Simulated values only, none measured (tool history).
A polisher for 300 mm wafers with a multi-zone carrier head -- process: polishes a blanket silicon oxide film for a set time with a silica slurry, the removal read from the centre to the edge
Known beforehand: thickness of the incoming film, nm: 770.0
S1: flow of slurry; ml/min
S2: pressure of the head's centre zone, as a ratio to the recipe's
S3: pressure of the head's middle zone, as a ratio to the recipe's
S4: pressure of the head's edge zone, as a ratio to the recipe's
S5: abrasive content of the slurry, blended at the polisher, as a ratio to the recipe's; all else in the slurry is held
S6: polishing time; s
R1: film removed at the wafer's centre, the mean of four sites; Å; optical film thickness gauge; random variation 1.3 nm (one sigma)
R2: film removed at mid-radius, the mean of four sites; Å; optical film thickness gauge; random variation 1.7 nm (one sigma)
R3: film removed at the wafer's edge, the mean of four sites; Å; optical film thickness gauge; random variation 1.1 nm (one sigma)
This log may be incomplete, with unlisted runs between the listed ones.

run 1 day=0 | S1=255 S2=1 S3=1 S4=1 S5=1 S6=69 | R1=2111.8 R2=2074 R3=2132.7
run 2 day=0.288 | S1=255 S2=1.06 S3=1 S4=1 S5=1 S6=69 | R1=2209.6 R2=2048.4 R3=2115.7
run 3 day=0.529 | S1=230 S2=0.97 S3=1.04 S4=1.04 S5=0.85 S6=69 | R1=1825.7 R2=1943.6 R3=1934.7
run 4 day=0.617 | S1=210 S2=0.92 S3=1.06 S4=1.07 S5=0.8 S6=69 | R1=1679.2 R2=1847.6 R3=1864.4
run 5 day=0.829 | S1=210 S2=0.92 S3=1.06 S4=1.07 S5=0.8 S6=61 | R1=1442 R2=1602.2 R3=1650.3
run 6 day=1.192 | S1=210 S2=0.92 S3=1.06 S4=1.07 S5=0.8 S6=54 | R1=1296.1 R2=1461.4 R3=1469.2
run 7 day=1.462 | S1=280 S2=0.83 S3=1.16 S4=1.17 S5=1.05 S6=55 | R1=1476.6 R2=1937.3 R3=1903.1
run 8 day=1.817 | S1=255 S2=0.82 S3=1.16 S4=1.15 S5=1.05 S6=55 | R1=1424 R2=1933.1 R3=1859.3
run 9 day=1.9 | S1=235 S2=0.82 S3=1.15 S4=1.14 S5=1.05 S6=55 | R1=1416.9 R2=1927.6 R3=1842.5

Run 10 comes next. What will it give?
run 10 day=2.046 | S1=225 S2=0.82 S3=1.13 S4=1.13 S5=1.05 S6=55 | R1=? R2=? R3=?

Run 10 measured R1 1385.3 Å, R2 1865 Å, R3 1826.9 Å.
